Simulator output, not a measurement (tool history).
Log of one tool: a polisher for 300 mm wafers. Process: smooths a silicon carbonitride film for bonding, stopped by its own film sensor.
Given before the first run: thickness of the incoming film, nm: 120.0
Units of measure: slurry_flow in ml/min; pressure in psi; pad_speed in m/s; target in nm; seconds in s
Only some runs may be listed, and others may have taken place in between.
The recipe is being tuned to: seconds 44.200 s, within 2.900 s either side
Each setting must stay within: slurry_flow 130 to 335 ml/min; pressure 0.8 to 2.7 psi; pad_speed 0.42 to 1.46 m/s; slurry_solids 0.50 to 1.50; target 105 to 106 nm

run	hour	slurry_flow	pressure	pad_speed	slurry_solids	target	seconds
1	0.0	215	1.7	0.94	1.00	105	79.291
2	2.2	215	2.1	0.94	1.00	105	62.954
3	8.5	215	2.1	0.94	1.00	106	59.275
4	17.4	215	2.2	0.94	1.00	106	56.572
5	25.5	215	2.2	0.94	1.20	106	50.067
6	28.3	215	2.2	0.82	1.20	106	56.889
7	30.0	215	2.3	0.82	1.20	106	54.257
8	34.4	215	2.4	0.82	1.20	106	53.107

4 next moves are on the table. One of them brings every result within its allowed miss. Which?
A	38.8	195	2.5	0.72	1.35	105	?
B	38.8	205	2.5	0.90	1.30	106	?
C	38.8	220	2.5	0.78	1.10	105	?
D	38.8	220	2.3	0.80	1.15	106	?

move	seconds
A	58.992
B	46.576
C	59.954
D	58.262
A: moves away from the targets compared with the last run
B: all results land within tolerance of their targets
C: moves away from the targets compared with the last run
D: moves away from the targets compared with the last run
Go with B: it meets all targets.

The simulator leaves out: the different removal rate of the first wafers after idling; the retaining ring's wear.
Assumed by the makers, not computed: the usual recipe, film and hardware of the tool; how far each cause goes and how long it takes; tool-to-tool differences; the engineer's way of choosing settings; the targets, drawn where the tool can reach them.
